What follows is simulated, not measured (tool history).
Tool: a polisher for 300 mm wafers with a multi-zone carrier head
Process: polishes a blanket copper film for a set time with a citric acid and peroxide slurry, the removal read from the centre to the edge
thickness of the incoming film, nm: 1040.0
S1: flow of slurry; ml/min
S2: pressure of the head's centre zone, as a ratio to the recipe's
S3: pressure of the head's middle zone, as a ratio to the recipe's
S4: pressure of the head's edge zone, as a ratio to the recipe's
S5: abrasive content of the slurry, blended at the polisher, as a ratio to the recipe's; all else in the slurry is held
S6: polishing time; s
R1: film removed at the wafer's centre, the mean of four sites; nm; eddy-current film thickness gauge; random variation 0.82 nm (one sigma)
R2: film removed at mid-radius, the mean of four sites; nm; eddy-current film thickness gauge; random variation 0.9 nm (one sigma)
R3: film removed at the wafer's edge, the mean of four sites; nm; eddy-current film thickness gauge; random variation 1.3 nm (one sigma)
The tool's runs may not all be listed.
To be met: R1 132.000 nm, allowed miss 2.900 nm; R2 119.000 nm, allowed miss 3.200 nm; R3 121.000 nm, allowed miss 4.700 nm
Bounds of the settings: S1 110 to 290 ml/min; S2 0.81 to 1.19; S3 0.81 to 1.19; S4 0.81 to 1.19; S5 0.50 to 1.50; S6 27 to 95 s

run	hour	S1	S2	S3	S4	S5	S6	R1	R2	R3
1	0.0	185	1.00	1.00	1.00	1.00	61	94.456	98.702	98.649
2	9.0	185	1.00	1.00	1.00	0.80	61	88.729	90.960	92.794
3	13.9	185	1.00	1.00	1.00	0.80	53	76.712	78.459	81.343
4	19.6	200	1.04	1.00	1.03	0.95	54	87.459	85.365	87.909
5	21.0	200	1.09	1.00	1.03	0.95	54	91.018	85.552	88.548
6	25.5	210	1.11	1.01	1.06	1.05	55	97.250	91.273	95.349
7	31.7	220	1.13	1.01	1.06	1.15	56	104.410	95.696	100.450
8	37.6	230	1.14	1.02	1.06	1.20	57	108.180	98.658	102.480
9	43.4	235	1.15	1.03	1.06	1.25	58	113.280	104.510	105.580
10	44.8	240	1.16	1.03	1.07	1.30	58	115.480	105.520	108.650
11	53.4	245	1.17	1.03	1.07	1.35	58	118.270	106.520	109.800
12	61.3	250	1.17	1.03	1.07	1.40	58	118.630	108.070	110.460
13	62.3	250	1.17	1.03	1.07	1.40	58	120.610	108.610	111.220
14	67.0	255	1.17	1.03	1.08	1.40	58	120.210	109.040	111.280
15	69.2	260	1.17	1.03	1.09	1.40	58	119.840	108.930	112.520
16	70.3	260	1.17	1.03	1.09	1.40	59	122.910	110.190	114.640
17	77.4	265	1.17	1.04	1.09	1.40	59	121.410	110.800	115.890
18	83.5	265	1.18	1.04	1.08	1.45	60	126.700	115.550	116.370
19	84.9	265	1.18	1.04	1.08	1.45	60	127.270	114.430	116.400

Which of these 5 next moves meets every target?
A	86.3	255	1.14	1.18	0.93	1.45	61	?	?	?
B	86.3	270	1.14	1.00	1.02	1.45	64	?	?	?
C	86.3	240	1.16	1.18	0.98	1.50	60	?	?	?
D	86.3	235	1.07	1.05	1.11	1.45	66	?	?	?
E	86.3	245	1.12	1.06	0.96	1.50	61	?	?	?

move	R1	R2	R3
A	126.190	130.750	110.340
B	133.170	119.830	121.860
C	126.270	128.870	111.690
D	127.510	126.740	129.390
E	124.630	119.820	112.840
A: further off than the last run
B: meets every target
C: further off than the last run
D: further off than the last run
E: further off than the last run
Move B is the one to make.
